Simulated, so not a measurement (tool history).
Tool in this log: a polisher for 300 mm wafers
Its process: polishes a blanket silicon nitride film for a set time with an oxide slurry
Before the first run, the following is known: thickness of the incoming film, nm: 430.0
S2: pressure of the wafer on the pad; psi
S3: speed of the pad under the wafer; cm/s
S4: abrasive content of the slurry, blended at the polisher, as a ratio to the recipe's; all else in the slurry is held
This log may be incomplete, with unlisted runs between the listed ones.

{"run": 1, "hour": 0.0, "flow of slurry (ml/min)": 160, "S2": 4.1, "S3": 136, "S4": 1, "polishing time (s)": 73, "film removed (nm)": 65.386}
{"run": 2, "hour": 7.9, "flow of slurry (ml/min)": 165, "S2": 4.6, "S3": 138, "S4": 1, "polishing time (s)": 73, "film removed (nm)": 74.8}
{"run": 3, "hour": 16.3, "flow of slurry (ml/min)": 145, "S2": 4.6, "S3": 138, "S4": 1, "polishing time (s)": 73, "film removed (nm)": 73.585}
{"run": 4, "hour": 19.2, "flow of slurry (ml/min)": 145, "S2": 5, "S3": 138, "S4": 1, "polishing time (s)": 73, "film removed (nm)": 79.827}
{"run": 5, "hour": 28.0, "flow of slurry (ml/min)": 150, "S2": 5.3, "S3": 138, "S4": 1, "polishing time (s)": 73, "film removed (nm)": 83.173}
{"run": 6, "hour": 33.3, "flow of slurry (ml/min)": 150, "S2": 5.3, "S3": 110, "S4": 1, "polishing time (s)": 73, "film removed (nm)": 70.423}
{"run": 7, "hour": 41.2, "flow of slurry (ml/min)": 150, "S2": 5.6, "S3": 118, "S4": 1, "polishing time (s)": 73, "film removed (nm)": 79.452}
{"run": 8, "hour": 43.3, "flow of slurry (ml/min)": 150, "S2": 5.6, "S3": 118, "S4": 1, "polishing time (s)": 73, "film removed (nm)": 79.781}
{"run": 9, "hour": 51.9, "flow of slurry (ml/min)": 165, "S2": 6.3, "S3": 130, "S4": 1, "polishing time (s)": 73, "film removed (nm)": 95.589}

For run 10, what comes out?
{"run": 10, "hour": 54.3, "flow of slurry (ml/min)": 165, "S2": 6.3, "S3": 130, "S4": 1, "polishing time (s)": 73, "film removed (nm)": "?"}

film removed (nm): 98.622

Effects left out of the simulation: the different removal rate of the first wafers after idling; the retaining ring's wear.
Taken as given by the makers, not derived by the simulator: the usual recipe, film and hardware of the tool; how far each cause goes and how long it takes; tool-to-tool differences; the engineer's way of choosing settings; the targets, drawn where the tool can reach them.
